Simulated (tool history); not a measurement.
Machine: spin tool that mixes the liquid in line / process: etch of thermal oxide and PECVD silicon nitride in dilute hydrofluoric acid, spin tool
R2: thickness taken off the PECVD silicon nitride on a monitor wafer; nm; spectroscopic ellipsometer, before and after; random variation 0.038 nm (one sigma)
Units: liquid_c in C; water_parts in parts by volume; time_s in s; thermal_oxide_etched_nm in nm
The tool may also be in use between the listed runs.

{"run": 1, "hour": 0.0, "liquid_c": 25.0, "water_parts": 165, "time_s": 180, "thermal_oxide_etched_nm": 4.4779, "R2": 3.8508}
{"run": 2, "hour": 5.0, "liquid_c": 26.0, "water_parts": 175, "time_s": 185, "thermal_oxide_etched_nm": 4.4905, "R2": 3.9765}
{"run": 3, "hour": 12.1, "liquid_c": 22.5, "water_parts": 175, "time_s": 185, "thermal_oxide_etched_nm": 3.8943, "R2": 3.182}
{"run": 4, "hour": 20.9, "liquid_c": 24.5, "water_parts": 175, "time_s": 185, "thermal_oxide_etched_nm": 4.177, "R2": 3.5899}
{"run": 5, "hour": 23.9, "liquid_c": 22.0, "water_parts": 175, "time_s": 185, "thermal_oxide_etched_nm": 3.8391, "R2": 3.0752}
{"run": 6, "hour": 30.4, "liquid_c": 22.0, "water_parts": 130, "time_s": 185, "thermal_oxide_etched_nm": 5.4186, "R2": 4.1152}
{"run": 7, "hour": 31.9, "liquid_c": 23.0, "water_parts": 145, "time_s": 190, "thermal_oxide_etched_nm": 5.1565, "R2": 4.0638}

For run 8, what comes out?
{"run": 8, "hour": 40.9, "liquid_c": 24.0, "water_parts": 160, "time_s": 195, "thermal_oxide_etched_nm": "?", "R2": "?"}

{"run 8": {"thermal_oxide_etched_nm": 4.8428, "R2": 4.0542}}
